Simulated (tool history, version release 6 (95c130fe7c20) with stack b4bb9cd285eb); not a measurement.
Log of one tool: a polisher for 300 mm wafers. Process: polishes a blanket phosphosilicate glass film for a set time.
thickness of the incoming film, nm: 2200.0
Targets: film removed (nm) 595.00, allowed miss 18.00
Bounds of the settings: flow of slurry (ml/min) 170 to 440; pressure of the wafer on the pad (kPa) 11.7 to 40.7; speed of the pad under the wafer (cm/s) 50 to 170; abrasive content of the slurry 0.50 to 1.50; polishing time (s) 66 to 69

run	hour	flow of slurry (ml/min)	pressure of the wafer on the pad (kPa)	speed of the pad under the wafer (cm/s)	abrasive content of the slurry	polishing time (s)	film removed (nm)
1	0.0	280	26.2	110	1.00	66	938.50
2	4.1	280	26.2	96	1.00	66	848.16
3	9.9	280	24.8	96	1.00	66	805.71
4	14.8	280	24.8	96	1.00	69	824.05
5	23.3	280	24.8	96	1.00	69	839.32
6	26.6	320	24.8	96	1.00	69	846.74
7	34.8	320	23.4	96	1.00	69	806.70
# hour 40.8: head pressure recalibrated
8	40.8	320	23.4	96	1.00	69	726.88
9	44.8	335	23.4	96	1.00	69	730.86
10	49.5	350	23.4	96	1.00	69	726.62
11	51.9	360	22.8	96	1.00	69	698.69
12	54.1	370	22.8	96	1.00	69	703.56
13	58.8	375	22.1	96	1.00	69	684.11
14	65.0	375	22.1	96	1.00	69	683.14
15	69.8	380	21.4	96	1.00	69	657.99
16	75.6	385	21.4	96	1.00	69	663.50
17	81.6	390	21.4	96	1.00	69	655.29
18	89.1	395	21.4	96	1.00	69	667.29
19	96.3	395	20.7	96	1.00	69	653.33

Which of these 4 next moves meets every target?
A	103.5	380	23.4	82	0.90	68	?
B	103.5	370	21.4	86	0.95	66	?
C	103.5	420	24.1	76	1.05	66	?
D	103.5	360	17.9	96	1.20	69	?

move	film removed (nm)
A	587.98
B	562.05
C	623.34
D	621.87
A: meets every target
B: takes the result that was furthest off past its target
C: nearer than the last run, and not there yet
D: nearer than the last run, and not there yet
Move A is the one to make.
